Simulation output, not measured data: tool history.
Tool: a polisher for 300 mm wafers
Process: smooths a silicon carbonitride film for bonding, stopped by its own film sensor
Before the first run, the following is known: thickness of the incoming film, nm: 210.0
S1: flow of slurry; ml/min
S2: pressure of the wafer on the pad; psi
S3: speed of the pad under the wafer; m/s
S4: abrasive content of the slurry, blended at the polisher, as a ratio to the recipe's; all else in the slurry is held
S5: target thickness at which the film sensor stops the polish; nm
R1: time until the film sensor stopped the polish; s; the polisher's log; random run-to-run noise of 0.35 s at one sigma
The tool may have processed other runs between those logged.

Run 1, hour 0.0: S1 130 ml/min, S2 1.3 psi, S3 1.10 m/s, S4 1.0, S5 201 nm. Result: R1 39.264 s.
Run 2, hour 4.7: S1 130 ml/min, S2 1.3 psi, S3 1.10 m/s, S4 0.9, S5 201 nm. Result: R1 40.746 s.
Run 3, hour 9.3: S1 130 ml/min, S2 1.3 psi, S3 0.98 m/s, S4 0.9, S5 201 nm. Result: R1 43.498 s.
Run 4, hour 10.6: S1 130 ml/min, S2 0.9 psi, S3 0.98 m/s, S4 0.9, S5 201 nm. Result: R1 62.578 s.
Run 5, hour 18.7: S1 130 ml/min, S2 0.9 psi, S3 1.10 m/s, S4 0.9, S5 201 nm. Result: R1 57.633 s.
At hour 24.5: head pressure recalibrated.
Run 6, hour 24.5: S1 135 ml/min, S2 1.0 psi, S3 1.10 m/s, S4 0.9, S5 201 nm. Result: R1 57.681 s.
Run 7, hour 30.4: S1 125 ml/min, S2 1.0 psi, S3 1.10 m/s, S4 0.9, S5 201 nm. Result: R1 59.665 s.

Estimate the outcome of run 8 from the log above:
Run 8, hour 31.5: S1 135 ml/min, S2 1.0 psi, S3 1.10 m/s, S4 0.9, S5 201 nm. Result: R1 ?.

R1: 58.250 s

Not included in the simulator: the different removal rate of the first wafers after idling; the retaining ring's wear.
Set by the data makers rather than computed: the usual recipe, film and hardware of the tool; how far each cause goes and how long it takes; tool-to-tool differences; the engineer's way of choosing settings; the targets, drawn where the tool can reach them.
